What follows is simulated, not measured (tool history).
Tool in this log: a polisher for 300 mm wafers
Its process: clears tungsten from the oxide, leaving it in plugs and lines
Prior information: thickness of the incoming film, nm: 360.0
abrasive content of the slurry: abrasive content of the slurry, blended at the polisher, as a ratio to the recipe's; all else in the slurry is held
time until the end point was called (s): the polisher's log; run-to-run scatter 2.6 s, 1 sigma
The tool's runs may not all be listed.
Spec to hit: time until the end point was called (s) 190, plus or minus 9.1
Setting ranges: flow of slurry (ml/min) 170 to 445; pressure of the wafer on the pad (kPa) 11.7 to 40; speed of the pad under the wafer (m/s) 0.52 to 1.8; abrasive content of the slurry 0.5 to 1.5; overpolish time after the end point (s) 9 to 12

run,hour,flow of slurry (ml/min),pressure of the wafer on the pad (kPa),speed of the pad under the wafer (m/s),abrasive content of the slurry,overpolish time after the end point (s),time until the end point was called (s)
1,0,285,25.5,1.16,1,12,64.52
2,6.2,285,25.5,1.02,1,12,71.304
3,7.3,275,20.7,0.84,0.95,12,111.35
4,8.4,275,17.9,0.8,0.95,12,133.87
5,9,275,17.9,0.8,1.15,12,124.66
6,11.6,275,17.9,0.8,1,12,127.44
7,15.2,275,15.9,0.76,1,12,148.95
8,22.8,275,14.5,0.74,1,12,167.69
# hour 28.9: slurry nozzle cleaned
9,28.9,275,13.8,0.74,1,12,166.95
10,36.9,275,13.1,0.72,1,12,180.24

4 next moves are on the table. One of them brings every result within its allowed miss. Which?
A,44.9,260,13.8,0.56,0.95,12,?
B,44.9,265,11.7,0.68,0.8,12,?
C,44.9,235,13.1,0.72,1.3,9,?
D,44.9,275,13.1,0.68,1,9,?

move,time until the end point was called (s)
A,220.49
B,221.47
C,172.18
D,189.28
A: pushes the last run's worst result past its target
B: pushes the last run's worst result past its target
C: further off than the last run
D: hits every target within its allowed miss
Answer: D
